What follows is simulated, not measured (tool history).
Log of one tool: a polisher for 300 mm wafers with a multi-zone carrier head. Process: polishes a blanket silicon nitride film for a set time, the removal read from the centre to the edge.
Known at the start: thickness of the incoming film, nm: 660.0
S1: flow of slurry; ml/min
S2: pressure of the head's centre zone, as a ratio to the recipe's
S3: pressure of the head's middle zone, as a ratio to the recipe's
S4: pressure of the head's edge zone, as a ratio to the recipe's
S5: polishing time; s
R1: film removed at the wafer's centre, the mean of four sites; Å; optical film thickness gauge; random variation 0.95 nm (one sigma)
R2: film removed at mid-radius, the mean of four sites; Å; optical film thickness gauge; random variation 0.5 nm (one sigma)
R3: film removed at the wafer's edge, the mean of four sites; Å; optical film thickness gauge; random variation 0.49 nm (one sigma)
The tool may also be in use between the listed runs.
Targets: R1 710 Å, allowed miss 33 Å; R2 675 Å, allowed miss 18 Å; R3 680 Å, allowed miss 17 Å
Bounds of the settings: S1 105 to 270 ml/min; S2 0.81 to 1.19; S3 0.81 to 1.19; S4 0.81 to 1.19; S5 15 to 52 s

Run 1, hour 0: S1 175 ml/min, S2 1, S3 1, S4 1, S5 33 s. Result: R1 533.09 Å, R2 511.34 Å, R3 511.91 Å.
Run 2, hour 1.6: S1 175 ml/min, S2 1, S3 1, S4 0.94, S5 33 s. Result: R1 516.04 Å, R2 513.62 Å, R3 489.94 Å.
Run 3, hour 3.5: S1 175 ml/min, S2 0.93, S3 1, S4 0.94, S5 33 s. Result: R1 497.3 Å, R2 510.5 Å, R3 500.41 Å.
Run 4, hour 9: S1 190 ml/min, S2 0.96, S3 1.02, S4 0.99, S5 34 s. Result: R1 524.72 Å, R2 542.89 Å, R3 526.84 Å.
Run 5, hour 13.2: S1 190 ml/min, S2 0.96, S3 1.05, S4 0.99, S5 34 s. Result: R1 522.36 Å, R2 558.79 Å, R3 537.11 Å.
Run 6, hour 14.3: S1 190 ml/min, S2 0.96, S3 1.12, S4 0.99, S5 34 s. Result: R1 517.25 Å, R2 590.21 Å, R3 532.69 Å.
Run 7, hour 21.3: S1 200 ml/min, S2 0.99, S3 1.11, S4 1.03, S5 35 s. Result: R1 559.28 Å, R2 613.04 Å, R3 555.79 Å.
Run 8, hour 22.3: S1 205 ml/min, S2 1, S3 1.09, S4 1.06, S5 36 s. Result: R1 611.38 Å, R2 623.31 Å, R3 586.25 Å.
Run 9, hour 26.2: S1 210 ml/min, S2 1, S3 1.09, S4 1.09, S5 37 s. Result: R1 616.7 Å, R2 638.72 Å, R3 606.27 Å.
Run 10, hour 26.8: S1 215 ml/min, S2 1.01, S3 1.08, S4 1.11, S5 38 s. Result: R1 630.42 Å, R2 651.48 Å, R3 636.07 Å.
Run 11, hour 28.4: S1 220 ml/min, S2 1.03, S3 1.08, S4 1.13, S5 38 s. Result: R1 662.68 Å, R2 658.42 Å, R3 640 Å.
Run 12, hour 30.5: S1 225 ml/min, S2 1.03, S3 1.08, S4 1.14, S5 38 s. Result: R1 643.14 Å, R2 653.76 Å, R3 643.75 Å.

Which of these 5 next moves meets every target?
Run A, hour 32.6: S1 215 ml/min, S2 1.05, S3 1.09, S4 1.11, S5 41 s. Result: R1 ?, R2 ?, R3 ?.
Run B, hour 32.6: S1 190 ml/min, S2 1.08, S3 1.09, S4 1.17, S5 40 s. Result: R1 ?, R2 ?, R3 ?.
Run C, hour 32.6: S1 215 ml/min, S2 1.14, S3 1, S4 1.14, S5 42 s. Result: R1 ?, R2 ?, R3 ?.
Run D, hour 32.6: S1 225 ml/min, S2 0.85, S3 1.03, S4 1.19, S5 39 s. Result: R1 ?, R2 ?, R3 ?.
Run E, hour 32.6: S1 175 ml/min, S2 1.11, S3 0.98, S4 1.15, S5 44 s. Result: R1 ?, R2 ?, R3 ?.

move      R1      R2      R3
   A  710.12  704.17  689.16
   B  699.32  675.27  682.18
   C  789.75  670.06  716.52
   D  549.19  642.59  683.04
   E  779.26  670.27  738.08
A: brings the result that was furthest off to its target, and leaves another outside
B: meets every target
C: takes the result that was furthest off past its target
D: brings the result that was furthest off to its target, and leaves another outside
E: takes the result that was furthest off past its target
The right move is B.

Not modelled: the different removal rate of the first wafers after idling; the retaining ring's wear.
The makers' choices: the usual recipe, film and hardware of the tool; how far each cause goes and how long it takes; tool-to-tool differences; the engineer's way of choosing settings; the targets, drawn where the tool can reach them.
